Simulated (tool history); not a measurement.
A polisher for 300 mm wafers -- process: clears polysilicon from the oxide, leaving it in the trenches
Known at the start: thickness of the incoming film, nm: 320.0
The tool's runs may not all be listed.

run  hour  flow of slurry (ml/min)  pressure of the wafer on the pad (psi)  speed of the pad under the wafer (cm/s)  overpolish time after the end point (s)  time until the end point was called (s)  dishing of a wide line in a test structure (angstrom)
  1     0                      300                                     1.7                                       84                                       28                                   39.034                                                 415.89
  2   4.8                      300                                     1.7                                       70                                       28                                   46.463                                                 400.43
  3   6.9                      300                                     1.7                                       70                                       17                                   47.167                                                 409.73
  4   7.7                      300                                     1.3                                       70                                       17                                   62.042                                                 370.02
  5  14.4                      300                                     1.3                                       70                                       28                                   62.191                                                 411.75
  6  20.1                      300                                     1.3                                       56                                       28                                   76.423                                                 414.26
  7  29.1                      300                                     1.7                                       58                                       26                                   56.074                                                 402.08
  8    32                      300                                       2                                       60                                       28                                   46.545                                                 426.15
  9  35.3                      300                                     2.2                                       64                                       24                                   40.426                                                 435.01
 10    42                      300                                     2.3                                       70                                       20                                    36.27                                                 429.35

Run 11 is up next; what results do you expect?
 11  44.1                      300                                     2.4                                       74                                       17                                        ?                                                      ?

{"run 11": {"time until the end point was called (s)": 33.049, "dishing of a wide line in a test structure (angstrom)": 404.07}}
